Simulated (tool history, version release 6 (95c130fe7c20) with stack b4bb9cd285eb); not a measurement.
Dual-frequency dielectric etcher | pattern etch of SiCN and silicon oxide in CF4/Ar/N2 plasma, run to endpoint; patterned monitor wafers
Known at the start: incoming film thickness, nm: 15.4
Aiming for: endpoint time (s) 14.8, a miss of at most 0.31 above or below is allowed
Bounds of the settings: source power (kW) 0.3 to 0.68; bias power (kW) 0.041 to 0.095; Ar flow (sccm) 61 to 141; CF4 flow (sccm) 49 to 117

Run 1, hour 0: source power (kW) 0.49, bias power (kW) 0.068, Ar flow (sccm) 101, CF4 flow (sccm) 83. Result: endpoint time (s) 17.032.
Run 2, hour 8.7: source power (kW) 0.49, bias power (kW) 0.068, Ar flow (sccm) 114, CF4 flow (sccm) 83. Result: endpoint time (s) 17.363.
Run 3, hour 17: source power (kW) 0.49, bias power (kW) 0.062, Ar flow (sccm) 114, CF4 flow (sccm) 83. Result: endpoint time (s) 18.021.
Run 4, hour 21.6: source power (kW) 0.49, bias power (kW) 0.062, Ar flow (sccm) 114, CF4 flow (sccm) 89. Result: endpoint time (s) 17.638.
Run 5, hour 24.1: source power (kW) 0.49, bias power (kW) 0.062, Ar flow (sccm) 102, CF4 flow (sccm) 89. Result: endpoint time (s) 17.366.
Run 6, hour 32.4: source power (kW) 0.5, bias power (kW) 0.062, Ar flow (sccm) 102, CF4 flow (sccm) 89. Result: endpoint time (s) 17.428.
Run 7, hour 34.6: source power (kW) 0.52, bias power (kW) 0.062, Ar flow (sccm) 102, CF4 flow (sccm) 89. Result: endpoint time (s) 16.936.
Run 8, hour 36.9: source power (kW) 0.54, bias power (kW) 0.062, Ar flow (sccm) 102, CF4 flow (sccm) 89. Result: endpoint time (s) 16.577.
Run 9, hour 42.8: source power (kW) 0.56, bias power (kW) 0.062, Ar flow (sccm) 102, CF4 flow (sccm) 89. Result: endpoint time (s) 16.355.

Pick the move, out of 4, that brings all results within their allowed miss; only one does.
Run A, hour 48.7: source power (kW) 0.63, bias power (kW) 0.061, Ar flow (sccm) 88, CF4 flow (sccm) 100. Result: endpoint time (s) ?.
Run B, hour 48.7: source power (kW) 0.67, bias power (kW) 0.075, Ar flow (sccm) 97, CF4 flow (sccm) 87. Result: endpoint time (s) ?.
Run C, hour 48.7: source power (kW) 0.62, bias power (kW) 0.076, Ar flow (sccm) 92, CF4 flow (sccm) 94. Result: endpoint time (s) ?.
Run D, hour 48.7: source power (kW) 0.64, bias power (kW) 0.069, Ar flow (sccm) 94, CF4 flow (sccm) 95. Result: endpoint time (s) ?.

move  endpoint time (s)
   A             14.849
   B              13.83
   C             14.119
   D             14.347
A: all results land within tolerance of their targets
B: the result that was furthest off in the last run now lies on the other side of its target
C: the result that was furthest off in the last run now lies on the other side of its target
D: the result that was furthest off in the last run now lies on the other side of its target
Move A is the one to make.

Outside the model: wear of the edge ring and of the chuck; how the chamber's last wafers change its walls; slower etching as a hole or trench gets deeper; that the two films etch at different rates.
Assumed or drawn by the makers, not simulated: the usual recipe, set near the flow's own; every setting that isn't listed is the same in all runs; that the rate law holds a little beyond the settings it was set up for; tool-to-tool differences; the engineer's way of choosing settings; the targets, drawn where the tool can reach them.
